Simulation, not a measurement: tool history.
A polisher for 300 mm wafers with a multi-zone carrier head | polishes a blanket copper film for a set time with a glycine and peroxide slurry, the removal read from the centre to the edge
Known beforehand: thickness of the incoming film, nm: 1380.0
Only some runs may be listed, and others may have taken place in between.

run  hour  flow of slurry (ml/min)  pressure of the head's centre zone  pressure of the head's middle zone  pressure of the head's edge zone  polishing time (s)  film removed at the wafer's centre (Å)  film removed at mid-radius (Å)  film removed at the wafer's edge (Å)
  1   0.0                      145                                1.00                                1.00                              1.00                  44                                  1663.9                          1686.0                                1667.8
  2   7.3                      145                                1.00                                1.00                              1.00                  48                                  1812.9                          1853.8                                1841.8
  3  10.7                      125                                1.00                                1.00                              1.00                  48                                  1750.9                          1800.1                                1746.5
  4  17.8                      125                                0.93                                1.00                              1.00                  48                                  1596.2                          1788.5                                1765.5
  5  22.7                      125                                0.93                                1.00                              1.05                  48                                  1648.7                          1756.4                                1803.2
  6  26.4                      120                                0.93                                1.00                              1.03                  47                                  1579.6                          1723.5                                1752.9

For run 7, what comes out?
  7  28.9                      120                                0.89                                1.03                              0.93                  37                                       ?                               ?                                     ?

{"run 7": {"film removed at the wafer's centre (Å)": 1169.9, "film removed at mid-radius (Å)": 1393.2, "film removed at the wafer's edge (Å)": 1303.2}}
